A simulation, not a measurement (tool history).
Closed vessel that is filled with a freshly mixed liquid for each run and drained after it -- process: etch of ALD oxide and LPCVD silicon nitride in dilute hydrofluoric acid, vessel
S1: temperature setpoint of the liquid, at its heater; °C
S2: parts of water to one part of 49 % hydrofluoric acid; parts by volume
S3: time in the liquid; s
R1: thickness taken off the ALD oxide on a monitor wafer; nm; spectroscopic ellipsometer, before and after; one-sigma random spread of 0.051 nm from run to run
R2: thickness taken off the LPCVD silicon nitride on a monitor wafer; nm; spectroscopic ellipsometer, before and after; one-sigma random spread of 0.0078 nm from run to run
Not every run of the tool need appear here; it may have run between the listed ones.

run,hour,S1,S2,S3,R1,R2
1,0,22,210,245,29.132,0.47861
2,4.8,22,210,170,20.316,0.32008
3,8.7,22,250,170,16.122,0.27073
4,10.9,22,250,110,10.527,0.17158
5,18.3,21,255,110,9.7356,0.14294
6,20.5,23,255,110,10.708,0.17134

Run 7 comes next. What will it give?
7,24.6,23,255,110,?,?

R1: 10.563 nm
R2: 0.1744 nm
